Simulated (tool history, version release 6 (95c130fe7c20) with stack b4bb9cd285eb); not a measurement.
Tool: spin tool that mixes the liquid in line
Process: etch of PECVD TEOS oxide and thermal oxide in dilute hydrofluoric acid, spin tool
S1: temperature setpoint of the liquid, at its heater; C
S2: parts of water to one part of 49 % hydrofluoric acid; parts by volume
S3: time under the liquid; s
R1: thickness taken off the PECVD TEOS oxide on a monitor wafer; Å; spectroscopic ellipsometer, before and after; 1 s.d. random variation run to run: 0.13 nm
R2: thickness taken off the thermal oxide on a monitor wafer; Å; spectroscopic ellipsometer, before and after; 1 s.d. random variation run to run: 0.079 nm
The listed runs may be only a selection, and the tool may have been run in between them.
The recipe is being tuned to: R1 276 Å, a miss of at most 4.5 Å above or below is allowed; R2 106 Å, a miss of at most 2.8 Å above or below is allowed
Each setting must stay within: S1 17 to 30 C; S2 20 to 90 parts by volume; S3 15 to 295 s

run 1 hour=0 | S1=22 S2=50 S3=150 | R1=364 R2=137.01
run 2 hour=9 | S1=21 S2=50 S3=150 | R1=348.12 R2=134.51
run 3 hour=14.8 | S1=18.5 S2=50 S3=150 | R1=312.97 R2=119.96
run 4 hour=23.5 | S1=18.5 S2=50 S3=180 | R1=376.39 R2=143.92
run 5 hour=32 | S1=20 S2=50 S3=180 | R1=396.1 R2=153.57
run 6 hour=40.3 | S1=20 S2=40 S3=180 | R1=500.33 R2=191.01
run 7 hour=47.7 | S1=19.5 S2=45 S3=180 | R1=434.99 R2=166.56
run 8 hour=49.3 | S1=19 S2=50 S3=180 | R1=378.75 R2=146.15
run 9 hour=51.5 | S1=17 S2=65 S3=180 | R1=265.58 R2=101.2
run 10 hour=54.3 | S1=17.5 S2=65 S3=180 | R1=269.8 R2=104.61

Exactly one of the 5 candidate moves below puts every result within its allowed miss. Which one?
run A hour=57.1 | S1=22 S2=80 S3=190 | R1=? R2=?
run B hour=57.1 | S1=20.5 S2=60 S3=155 | R1=? R2=?
run C hour=57.1 | S1=17 S2=80 S3=225 | R1=? R2=?
run D hour=57.1 | S1=20.5 S2=90 S3=240 | R1=? R2=?
run E hour=57.1 | S1=18 S2=70 S3=205 | R1=? R2=?

move=A R1=272.85 R2=105.67
move=B R1=285.69 R2=110.64
move=C R1=262.18 R2=101.54
move=D R1=284.7 R2=110.26
move=E R1=288.02 R2=111.54
A: every result within its allowed miss
B: moves the result that the last run missed by most past its target, out the other side
C: the biggest miss grows against the last run
D: moves the result that the last run missed by most past its target, out the other side
E: moves the result that the last run missed by most past its target, out the other side
The right move is A.

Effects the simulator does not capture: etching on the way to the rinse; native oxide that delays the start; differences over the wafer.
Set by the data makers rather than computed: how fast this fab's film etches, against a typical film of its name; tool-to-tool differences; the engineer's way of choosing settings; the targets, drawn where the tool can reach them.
